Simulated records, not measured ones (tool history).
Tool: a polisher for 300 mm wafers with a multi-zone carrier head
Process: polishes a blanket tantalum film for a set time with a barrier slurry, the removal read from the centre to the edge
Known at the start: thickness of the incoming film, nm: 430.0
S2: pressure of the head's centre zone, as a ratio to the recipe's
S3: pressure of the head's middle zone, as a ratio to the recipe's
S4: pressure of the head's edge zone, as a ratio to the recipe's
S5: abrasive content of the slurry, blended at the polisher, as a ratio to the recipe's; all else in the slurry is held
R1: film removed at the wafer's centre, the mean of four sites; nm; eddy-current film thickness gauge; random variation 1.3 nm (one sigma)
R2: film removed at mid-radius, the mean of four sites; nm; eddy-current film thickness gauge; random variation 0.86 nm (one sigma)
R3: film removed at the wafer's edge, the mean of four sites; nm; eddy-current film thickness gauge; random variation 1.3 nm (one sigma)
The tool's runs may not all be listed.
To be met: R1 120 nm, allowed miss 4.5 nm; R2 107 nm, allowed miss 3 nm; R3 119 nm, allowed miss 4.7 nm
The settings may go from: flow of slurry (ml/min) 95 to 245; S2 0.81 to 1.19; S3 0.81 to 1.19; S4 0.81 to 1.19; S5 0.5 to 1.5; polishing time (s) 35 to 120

Run 1, hour 0: flow of slurry (ml/min) 155, S2 1, S3 1, S4 1, S5 1, polishing time (s) 77. Result: R1 112.55 nm, R2 110.68 nm, R3 114.03 nm.
Run 2, hour 0.7: flow of slurry (ml/min) 155, S2 1, S3 1, S4 1, S5 1.2, polishing time (s) 77. Result: R1 122.51 nm, R2 118.46 nm, R3 121.15 nm.
Run 3, hour 6.2: flow of slurry (ml/min) 155, S2 1, S3 1, S4 1, S5 1.2, polishing time (s) 94. Result: R1 145.9 nm, R2 144.87 nm, R3 147.14 nm.
Run 4, hour 13.4: flow of slurry (ml/min) 155, S2 1, S3 0.92, S4 1, S5 1.2, polishing time (s) 94. Result: R1 148 nm, R2 134.28 nm, R3 147.9 nm.
At hour 14.4: worn pad replaced by a new one.
Run 5, hour 14.4: flow of slurry (ml/min) 155, S2 0.96, S3 0.92, S4 1, S5 1.2, polishing time (s) 94. Result: R1 153.36 nm, R2 148.17 nm, R3 167.77 nm.
Run 6, hour 22.9: flow of slurry (ml/min) 155, S2 0.96, S3 0.97, S4 1, S5 1.2, polishing time (s) 94. Result: R1 154.54 nm, R2 157.47 nm, R3 165.52 nm.
Run 7, hour 28.6: flow of slurry (ml/min) 155, S2 0.96, S3 0.97, S4 1, S5 1.2, polishing time (s) 94. Result: R1 156.23 nm, R2 155.98 nm, R3 163.49 nm.
Run 8, hour 33.3: flow of slurry (ml/min) 140, S2 0.99, S3 0.97, S4 1.02, S5 1.15, polishing time (s) 94. Result: R1 155.92 nm, R2 151.41 nm, R3 157.85 nm.
Run 9, hour 33.8: flow of slurry (ml/min) 165, S2 1, S3 0.96, S4 1, S5 1.1, polishing time (s) 94. Result: R1 163.32 nm, R2 153.11 nm, R3 158.85 nm.
Run 10, hour 40.8: flow of slurry (ml/min) 145, S2 1.01, S3 0.95, S4 0.98, S5 1.1, polishing time (s) 94. Result: R1 156.84 nm, R2 144.67 nm, R3 154.01 nm.
Run 11, hour 47.8: flow of slurry (ml/min) 140, S2 1.01, S3 0.95, S4 1, S5 1.1, polishing time (s) 90. Result: R1 151.66 nm, R2 140.31 nm, R3 149.11 nm.

Which of these 4 next moves meets every target?
Run A, hour 54.8: flow of slurry (ml/min) 155, S2 1.01, S3 0.9, S4 1, S5 0.75, polishing time (s) 85. Result: R1 ?, R2 ?, R3 ?.
Run B, hour 54.8: flow of slurry (ml/min) 150, S2 0.96, S3 1, S4 1.04, S5 1.15, polishing time (s) 63. Result: R1 ?, R2 ?, R3 ?.
Run C, hour 54.8: flow of slurry (ml/min) 135, S2 0.86, S3 0.81, S4 1.03, S5 1.1, polishing time (s) 94. Result: R1 ?, R2 ?, R3 ?.
Run D, hour 54.8: flow of slurry (ml/min) 140, S2 0.91, S3 0.81, S4 1.09, S5 1.3, polishing time (s) 107. Result: R1 ?, R2 ?, R3 ?.

move      R1      R2      R3
   A  119.24  105.98  119.29
   B  103.01  105.26  110.55
   C  132.74  127.77  160.14
   D  170.03  154.42   198.8
A: meets every target
B: brings the result that was furthest off to its target, and leaves another outside
C: nearer than the last run, and not there yet
D: further off than the last run
The right move is A.

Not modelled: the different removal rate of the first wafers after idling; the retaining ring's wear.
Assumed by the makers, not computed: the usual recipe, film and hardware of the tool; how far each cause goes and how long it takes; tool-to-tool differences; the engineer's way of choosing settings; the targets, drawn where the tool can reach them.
